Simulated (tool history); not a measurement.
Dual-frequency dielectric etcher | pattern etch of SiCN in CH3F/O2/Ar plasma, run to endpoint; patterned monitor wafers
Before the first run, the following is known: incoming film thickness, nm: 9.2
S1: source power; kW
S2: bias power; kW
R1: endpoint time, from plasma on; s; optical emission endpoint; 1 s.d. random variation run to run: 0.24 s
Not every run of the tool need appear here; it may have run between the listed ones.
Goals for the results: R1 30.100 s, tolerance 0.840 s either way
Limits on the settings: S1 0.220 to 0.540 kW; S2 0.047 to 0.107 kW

run 1 day=0.000 | S1=0.380 S2=0.077 | R1=23.633
run 2 day=0.204 | S1=0.380 S2=0.083 | R1=23.023
run 3 day=0.571 | S1=0.380 S2=0.088 | R1=22.735
run 4 day=0.758 | S1=0.360 S2=0.084 | R1=23.715
run 5 day=1.046 | S1=0.340 S2=0.082 | R1=25.045
run 6 day=1.250 | S1=0.330 S2=0.082 | R1=25.522
run 7 day=1.617 | S1=0.250 S2=0.069 | R1=32.709
run 8 day=1.883 | S1=0.300 S2=0.070 | R1=28.625
run 9 day=2.188 | S1=0.290 S2=0.070 | R1=28.895

Below are 5 possible settings for the next run. Only one of them brings all results inside the allowed miss of their targets. Which is it?
run A day=2.492 | S1=0.260 S2=0.082 | R1=?
run B day=2.492 | S1=0.310 S2=0.079 | R1=?
run C day=2.492 | S1=0.320 S2=0.070 | R1=?
run D day=2.492 | S1=0.310 S2=0.077 | R1=?
run E day=2.492 | S1=0.290 S2=0.093 | R1=?

move=A R1=30.473
move=B R1=27.015
move=C R1=27.298
move=D R1=27.203
move=E R1=27.041
A: every result lands within tolerance
B: its largest miss is bigger than the last run's
C: its largest miss is bigger than the last run's
D: its largest miss is bigger than the last run's
E: its largest miss is bigger than the last run's
A meets every target.

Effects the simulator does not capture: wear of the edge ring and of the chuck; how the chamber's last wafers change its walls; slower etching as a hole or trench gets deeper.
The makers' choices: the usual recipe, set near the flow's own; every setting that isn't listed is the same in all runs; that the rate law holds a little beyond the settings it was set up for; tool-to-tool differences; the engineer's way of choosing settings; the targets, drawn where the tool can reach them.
